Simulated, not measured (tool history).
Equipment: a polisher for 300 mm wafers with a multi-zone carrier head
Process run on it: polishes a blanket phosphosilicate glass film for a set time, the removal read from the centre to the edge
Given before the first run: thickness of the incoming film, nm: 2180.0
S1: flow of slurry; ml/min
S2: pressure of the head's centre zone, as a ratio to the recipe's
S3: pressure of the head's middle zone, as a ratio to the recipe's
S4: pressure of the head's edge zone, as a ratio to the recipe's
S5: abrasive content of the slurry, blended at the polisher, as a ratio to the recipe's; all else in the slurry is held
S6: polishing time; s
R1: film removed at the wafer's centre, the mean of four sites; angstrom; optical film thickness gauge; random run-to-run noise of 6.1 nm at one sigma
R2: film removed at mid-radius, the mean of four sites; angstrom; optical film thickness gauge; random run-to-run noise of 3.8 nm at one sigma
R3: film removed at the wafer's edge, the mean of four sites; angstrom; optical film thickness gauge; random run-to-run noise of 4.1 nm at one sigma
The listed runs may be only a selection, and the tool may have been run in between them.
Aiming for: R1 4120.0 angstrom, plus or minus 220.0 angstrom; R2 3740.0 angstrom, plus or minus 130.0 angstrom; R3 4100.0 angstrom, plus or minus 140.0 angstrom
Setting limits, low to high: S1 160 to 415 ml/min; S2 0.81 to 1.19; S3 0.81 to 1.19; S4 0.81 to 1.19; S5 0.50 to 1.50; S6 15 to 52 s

| run | hour | S1 | S2 | S3 | S4 | S5 | S6 | R1 | R2 | R3 |
|---|---|---|---|---|---|---|---|---|---|---|
| 1 | 0.0 | 265 | 1.00 | 1.00 | 1.00 | 1.00 | 33 | 2610.7 | 2573.4 | 2670.5 |
| 2 | 8.6 | 270 | 1.02 | 1.00 | 1.03 | 1.15 | 34 | 2980.7 | 2821.1 | 3011.6 |
| 3 | 11.4 | 270 | 0.97 | 1.00 | 1.03 | 1.15 | 34 | 2693.4 | 2813.8 | 2986.7 |
| 4 | 14.3 | 270 | 0.97 | 1.00 | 1.03 | 1.15 | 27 | 2211.1 | 2277.9 | 2389.6 |
| 5 | 20.2 | 270 | 0.92 | 1.00 | 1.03 | 1.15 | 27 | 2082.0 | 2280.5 | 2353.7 |
| 6 | 23.0 | 275 | 0.97 | 1.02 | 1.05 | 1.25 | 29 | 2562.0 | 2544.4 | 2693.2 |
| 7 | 31.7 | 275 | 0.98 | 1.04 | 1.07 | 1.30 | 31 | 2768.1 | 2824.6 | 2874.6 |
| 8 | 36.0 | 280 | 0.99 | 1.03 | 1.08 | 1.35 | 33 | 3026.3 | 3056.1 | 3206.2 |
| 9 | 41.8 | 320 | 1.09 | 1.07 | 1.17 | 1.50 | 37 | 3869.7 | 3715.2 | 3985.1 |

Below are 5 possible settings for the next run. Only one of them brings all results inside the allowed miss of their targets. Which is it?
| A | 47.6 | 300 | 1.16 | 1.01 | 1.19 | 1.45 | 37 | ? | ? | ? |
| B | 47.6 | 325 | 1.18 | 1.11 | 1.11 | 1.40 | 36 | ? | ? | ? |
| C | 47.6 | 335 | 0.92 | 0.97 | 1.19 | 1.35 | 41 | ? | ? | ? |
| D | 47.6 | 415 | 1.02 | 1.01 | 1.19 | 1.45 | 38 | ? | ? | ? |
| E | 47.6 | 180 | 1.15 | 1.06 | 1.19 | 1.50 | 41 | ? | ? | ? |

| move | R1 | R2 | R3 |
|---|---|---|---|
| A | 3989.9 | 3466.7 | 3896.9 |
| B | 3934.1 | 3635.8 | 3626.4 |
| C | 3444.7 | 3655.4 | 4237.6 |
| D | 3714.6 | 3666.3 | 4091.5 |
| E | 4090.7 | 3764.9 | 4135.2 |
A: meets the target for the result that was furthest off, but another lies outside its allowed miss
B: meets the target for the result that was furthest off, but another lies outside its allowed miss
C: its largest miss is bigger than the last run's
D: its largest miss is bigger than the last run's
E: meets every target
The right move is E.

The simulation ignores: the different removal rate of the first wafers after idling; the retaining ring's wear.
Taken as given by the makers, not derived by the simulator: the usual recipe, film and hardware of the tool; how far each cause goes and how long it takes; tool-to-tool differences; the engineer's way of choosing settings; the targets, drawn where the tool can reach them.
